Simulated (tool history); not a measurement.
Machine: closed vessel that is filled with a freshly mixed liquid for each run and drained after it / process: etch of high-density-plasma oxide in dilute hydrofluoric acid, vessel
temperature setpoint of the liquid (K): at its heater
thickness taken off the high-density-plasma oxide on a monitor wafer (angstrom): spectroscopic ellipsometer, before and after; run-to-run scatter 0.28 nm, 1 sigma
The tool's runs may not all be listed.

run    day  temperature setpoint of the liquid (K)  parts of water to one part of 49 % hydrofluoric acid (parts by volume)  time in the liquid (s)  thickness taken off the high-density-plasma oxide on a monitor wafer (angstrom)
  1      0                                  295.15                                                                      75                     200                                                                           217.44
  2   0.25                                  297.15                                                                      70                     200                                                                            250.4
  3    0.4                                  299.65                                                                      70                     200                                                                           279.12
  4  0.471                                  299.65                                                                      45                     200                                                                           452.22
  5  0.725                                  299.65                                                                      45                     200                                                                           455.03
  6  1.029                                  298.15                                                                      45                     200                                                                           426.95
  7  1.179                                  297.15                                                                      45                     200                                                                           410.48

Forecast run 8:
  8  1.296                                  296.15                                                                      45                     200                                                                                ?

Run 8 produced thickness taken off the high-density-plasma oxide on a monitor wafer (angstrom) 389.73.
